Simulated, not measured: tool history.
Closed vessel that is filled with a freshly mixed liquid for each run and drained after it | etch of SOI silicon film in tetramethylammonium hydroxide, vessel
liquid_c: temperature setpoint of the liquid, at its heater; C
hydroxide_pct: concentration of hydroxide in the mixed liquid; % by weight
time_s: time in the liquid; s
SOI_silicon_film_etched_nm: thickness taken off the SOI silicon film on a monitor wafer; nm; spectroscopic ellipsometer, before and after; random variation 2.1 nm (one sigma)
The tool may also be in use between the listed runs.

run    day  liquid_c  hydroxide_pct  time_s  SOI_silicon_film_etched_nm
  1  0.000      67.0           16.5      95                      505.17
  2  0.296      67.0           16.5      95                      504.85
  3  0.471      67.0           16.5     100                      530.93
  4  0.746      67.0           13.5     100                      589.01
  5  0.879      64.0           14.0     100                      480.33
  6  0.962      64.0           16.0     100                      450.87
  7  1.267      62.0           16.0     100                      396.47
  8  1.504      60.5           16.0     100                      362.63
  9  1.729      54.0           16.5     100                      238.51

The next listed run, before its measurement:
     2.054  -- thermometer replaced
 10  2.054      54.5           16.5     100                           ?

SOI_silicon_film_etched_nm: 219.32 nm
